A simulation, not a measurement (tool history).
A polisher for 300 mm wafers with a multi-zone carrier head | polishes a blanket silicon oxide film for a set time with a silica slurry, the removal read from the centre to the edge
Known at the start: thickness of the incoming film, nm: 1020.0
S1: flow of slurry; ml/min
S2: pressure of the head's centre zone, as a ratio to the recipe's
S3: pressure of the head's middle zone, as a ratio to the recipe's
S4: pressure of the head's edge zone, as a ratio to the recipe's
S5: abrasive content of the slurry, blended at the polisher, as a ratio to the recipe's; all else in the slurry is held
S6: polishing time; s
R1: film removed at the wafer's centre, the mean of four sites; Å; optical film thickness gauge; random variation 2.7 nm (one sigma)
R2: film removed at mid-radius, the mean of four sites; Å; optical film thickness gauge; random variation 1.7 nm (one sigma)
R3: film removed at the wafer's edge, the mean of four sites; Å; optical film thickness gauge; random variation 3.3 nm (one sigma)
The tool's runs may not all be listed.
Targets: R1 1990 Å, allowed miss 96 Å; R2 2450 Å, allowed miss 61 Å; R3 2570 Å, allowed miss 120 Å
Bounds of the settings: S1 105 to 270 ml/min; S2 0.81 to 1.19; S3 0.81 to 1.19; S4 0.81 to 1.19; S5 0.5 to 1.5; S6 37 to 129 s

run	day	S1	S2	S3	S4	S5	S6	R1	R2	R3
1	0	175	1	1	1	1	83	3246.2	3278.6	3341.5
2	0.362	175	1	0.92	1	1	83	3206.5	3129	3342.2
3	0.55	160	0.94	0.93	0.99	0.85	83	2836.7	2877.8	3101.7
4	0.858	155	0.9	0.98	1.02	0.75	81	2576.9	2794.4	2951.7
5	0.933	135	0.9	0.98	1.02	0.75	81	2490.3	2721.7	2868.9
6	1.225	125	0.87	1	1.03	0.7	80	2287	2570.1	2752
7	1.267	120	0.85	1.02	1.03	0.65	80	2126.4	2518.8	2581.4
8	1.571	115	0.84	1.02	1.04	0.65	80	2128	2502.8	2585.9

Which of these 4 next moves meets every target?
A	1.875	150	0.89	0.96	0.98	0.55	82	?	?	?
B	1.875	110	0.86	1.11	1.14	0.6	78	?	?	?
C	1.875	105	0.83	0.98	1.07	0.55	83	?	?	?
D	1.875	115	0.99	0.97	1.03	0.55	83	?	?	?

move	R1	R2	R3
A	2314.5	2460	2563.2
B	2042.3	2457.9	2570.8
C	2021.8	2306.1	2543.1
D	2342.7	2351.3	2541.3
A: further off than the last run
B: meets every target
C: brings the result that was furthest off to its target, and leaves another outside
D: further off than the last run
Answer: B
